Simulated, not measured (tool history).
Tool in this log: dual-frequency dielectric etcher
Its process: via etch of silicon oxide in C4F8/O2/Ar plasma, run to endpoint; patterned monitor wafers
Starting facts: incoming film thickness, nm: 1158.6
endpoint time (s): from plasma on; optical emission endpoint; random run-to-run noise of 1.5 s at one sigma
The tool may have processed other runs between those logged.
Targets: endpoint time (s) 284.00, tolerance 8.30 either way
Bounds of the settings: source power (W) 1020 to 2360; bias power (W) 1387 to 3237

run  hour  source power (W)  bias power (W)  endpoint time (s)
  1   0.0              1690            2312             230.45
  2   3.4              1830            2312             223.27
  3   4.9              2120            2312             209.13
  4  12.9              2290            2312             202.29
  5  16.4              2180            2312             207.29
  6  20.2              1980            2136             220.43
  7  21.7              1810            1997             232.81
  8  28.8              1680            1894             245.42
  9  32.8              1580            1837             251.24
 10  39.6              1500            1784             259.43
 11  47.9              1440            1750             263.54
 12  55.0              1390            1720             271.77
 13  63.5              1360            1707             273.10

Pick the move, out of 5, that brings all results within their allowed miss; only one does.
  A  72.0              1620            1811                  ?
  B  72.0              1460            1731                  ?
  C  72.0              1330            2076                  ?
  D  72.0              1300            1525                  ?
  E  72.0              1500            1608                  ?

move  endpoint time (s)
   A             250.31
   B             264.91
   C             265.31
   D             286.98
   E             265.82
A: its largest miss is bigger than the last run's
B: its largest miss is bigger than the last run's
C: its largest miss is bigger than the last run's
D: every result lands within tolerance
E: its largest miss is bigger than the last run's
D is the move that brings every result within its allowed miss.
